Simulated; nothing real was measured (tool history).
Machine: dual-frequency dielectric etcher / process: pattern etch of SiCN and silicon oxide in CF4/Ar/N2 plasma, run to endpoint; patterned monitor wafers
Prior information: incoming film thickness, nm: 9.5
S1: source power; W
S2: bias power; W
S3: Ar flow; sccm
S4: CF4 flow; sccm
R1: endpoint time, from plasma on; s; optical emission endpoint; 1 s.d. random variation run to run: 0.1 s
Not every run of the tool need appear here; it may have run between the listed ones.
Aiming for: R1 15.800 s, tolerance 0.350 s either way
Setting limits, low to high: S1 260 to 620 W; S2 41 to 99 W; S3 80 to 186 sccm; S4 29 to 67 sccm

run    day   S1  S2   S3  S4      R1
  1  0.000  440  70  133  48  12.234
  2  0.308  420  70  133  48  12.787
  3  0.671  420  70  133  51  12.682
  4  0.858  400  70  133  51  13.282
  5  1.054  400  70  133  56  12.947
  6  1.258  390  70  133  56  13.391
  7  1.371  300  69  133  56  18.652
  8  1.562  310  69  133  56  17.837
  9  1.688  320  69  133  56  16.952
 10  2.062  330  69  133  56  16.447

Which of these 5 next moves meets every target?
  A  2.438  320  73  145  54   ?
  B  2.438  350  63  142  56   ?
  C  2.438  320  70  125  51   ?
  D  2.438  330  67  135  56   ?
  E  2.438  320  68  139  56   ?

move      R1
   A  17.067
   B  15.798
   C  17.118
   D  16.549
   E  17.194
A: further off than the last run
B: hits every target within its allowed miss
C: further off than the last run
D: further off than the last run
E: further off than the last run
B is the move that brings every result within its allowed miss.
